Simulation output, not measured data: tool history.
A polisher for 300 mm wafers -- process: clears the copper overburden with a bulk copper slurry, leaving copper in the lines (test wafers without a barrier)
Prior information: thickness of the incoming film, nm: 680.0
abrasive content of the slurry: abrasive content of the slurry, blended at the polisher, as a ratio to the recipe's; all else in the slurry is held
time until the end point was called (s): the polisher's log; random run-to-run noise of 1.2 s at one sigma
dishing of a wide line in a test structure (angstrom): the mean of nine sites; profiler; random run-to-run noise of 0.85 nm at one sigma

run  hour  flow of slurry (ml/min)  pressure of the wafer on the pad (psi)  speed of the pad under the wafer (m/s)  abrasive content of the slurry  overpolish time after the end point (s)  time until the end point was called (s)  dishing of a wide line in a test structure (angstrom)
  1   0.0                      230                                     3.1                                    1.42                             1.0                                       24                                   50.908                                                 827.09
  2   5.5                      230                                     2.9                                    1.36                             1.0                                       23                                   55.558                                                 794.17
  3   8.1                      280                                     2.9                                    1.36                             1.0                                       23                                   55.038                                                 807.40
  4  13.9                      280                                     2.7                                    1.28                             1.0                                       22                                   61.914                                                 772.82
     18.3  -- slurry blender recalibrated
  5  18.3                      280                                     2.5                                    1.22                             1.0                                       21                                   63.893                                                 734.11
  6  22.4                      280                                     2.5                                    0.98                             1.0                                       21                                   81.383                                                 700.56

Expected results for the next run?
  7  24.0                      270                                     1.6                                    0.86                             1.0                                       21                                        ?                                                      ?

time until the end point was called (s): 138.330
dishing of a wide line in a test structure (angstrom): 501.29

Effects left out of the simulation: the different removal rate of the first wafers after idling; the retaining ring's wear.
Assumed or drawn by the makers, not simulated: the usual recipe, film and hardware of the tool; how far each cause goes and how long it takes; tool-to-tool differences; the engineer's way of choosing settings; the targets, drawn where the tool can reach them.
